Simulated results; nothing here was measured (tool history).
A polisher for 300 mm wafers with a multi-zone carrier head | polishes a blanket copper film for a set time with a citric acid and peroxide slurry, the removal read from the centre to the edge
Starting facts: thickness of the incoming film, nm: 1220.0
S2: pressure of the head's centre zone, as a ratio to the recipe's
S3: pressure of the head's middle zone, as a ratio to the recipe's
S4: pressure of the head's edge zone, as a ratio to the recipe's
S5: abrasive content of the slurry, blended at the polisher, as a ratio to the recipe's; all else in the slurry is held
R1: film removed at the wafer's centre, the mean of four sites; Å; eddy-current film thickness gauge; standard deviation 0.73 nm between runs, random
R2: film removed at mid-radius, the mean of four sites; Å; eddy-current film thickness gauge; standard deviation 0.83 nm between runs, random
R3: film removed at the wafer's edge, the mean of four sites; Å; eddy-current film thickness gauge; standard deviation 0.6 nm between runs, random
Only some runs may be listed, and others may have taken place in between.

run 1 hour=0 | flow_of_slurry_(ml/min)=225 S2=1 S3=1 S4=1 S5=1 polishing_time_(s)=43 | R1=1278.6 R2=1289.5 R3=1276.6
run 2 hour=4.5 | flow_of_slurry_(ml/min)=270 S2=1 S3=1 S4=1 S5=1 polishing_time_(s)=43 | R1=1294.8 R2=1301.8 R3=1289
run 3 hour=6.9 | flow_of_slurry_(ml/min)=270 S2=1 S3=0.93 S4=1 S5=1 polishing_time_(s)=43 | R1=1296.2 R2=1250.4 R3=1306.6
run 4 hour=7.9 | flow_of_slurry_(ml/min)=270 S2=1.07 S3=0.93 S4=1 S5=1 polishing_time_(s)=43 | R1=1376 R2=1247.1 R3=1304.9
run 5 hour=12.6 | flow_of_slurry_(ml/min)=265 S2=1.08 S3=0.91 S4=1 S5=0.9 polishing_time_(s)=40 | R1=1254.3 R2=1107.7 R3=1181.7
run 6 hour=18.4 | flow_of_slurry_(ml/min)=265 S2=1.08 S3=0.91 S4=1 S5=0.7 polishing_time_(s)=40 | R1=1247.8 R2=1085 R3=1155.5
run 7 hour=22.4 | flow_of_slurry_(ml/min)=255 S2=1.08 S3=0.89 S4=1 S5=0.65 polishing_time_(s)=37 | R1=1118.8 R2=934.38 R3=1035.1
run 8 hour=28.1 | flow_of_slurry_(ml/min)=240 S2=1.07 S3=0.88 S4=0.98 S5=0.6 polishing_time_(s)=36 | R1=1058.6 R2=912.76 R3=989.17
run 9 hour=30.6 | flow_of_slurry_(ml/min)=235 S2=1.07 S3=0.87 S4=0.98 S5=0.6 polishing_time_(s)=34 | R1=985.68 R2=862.44 R3=941.78
run 10 hour=37.7 | flow_of_slurry_(ml/min)=235 S2=1.08 S3=0.86 S4=0.99 S5=0.6 polishing_time_(s)=33 | R1=995.6 R2=830.21 R3=931.34
run 11 hour=45.6 | flow_of_slurry_(ml/min)=230 S2=1.08 S3=0.85 S4=0.99 S5=0.6 polishing_time_(s)=32 | R1=945.87 R2=764.18 R3=881.02
run 12 hour=52.3 | flow_of_slurry_(ml/min)=220 S2=1.08 S3=0.84 S4=0.98 S5=0.6 polishing_time_(s)=32 | R1=931.88 R2=755.78 R3=882.42
run 13 hour=53.2 | flow_of_slurry_(ml/min)=210 S2=1.08 S3=0.83 S4=0.96 S5=0.6 polishing_time_(s)=32 | R1=923.85 R2=747.68 R3=873.56
run 14 hour=58.9 | flow_of_slurry_(ml/min)=200 S2=1.08 S3=0.83 S4=0.95 S5=0.6 polishing_time_(s)=32 | R1=935.97 R2=760.12 R3=865.84
run 15 hour=66.7 | flow_of_slurry_(ml/min)=195 S2=1.08 S3=0.83 S4=0.95 S5=0.6 polishing_time_(s)=31 | R1=896.63 R2=718.59 R3=815.8
run 16 hour=69.7 | flow_of_slurry_(ml/min)=185 S2=1.08 S3=0.83 S4=0.95 S5=0.6 polishing_time_(s)=31 | R1=898.21 R2=721.63 R3=831.08
run 17 hour=77.9 | flow_of_slurry_(ml/min)=180 S2=1.08 S3=0.83 S4=0.95 S5=0.6 polishing_time_(s)=31 | R1=879.55 R2=716.89 R3=835.66

Run 18 has not been measured yet. What should we expect?
run 18 hour=84.7 | flow_of_slurry_(ml/min)=175 S2=1.08 S3=0.83 S4=0.95 S5=0.6 polishing_time_(s)=31 | R1=? R2=? R3=?

{"run 18": {"R1": 879.04, "R2": 711.21, "R3": 829.4}}

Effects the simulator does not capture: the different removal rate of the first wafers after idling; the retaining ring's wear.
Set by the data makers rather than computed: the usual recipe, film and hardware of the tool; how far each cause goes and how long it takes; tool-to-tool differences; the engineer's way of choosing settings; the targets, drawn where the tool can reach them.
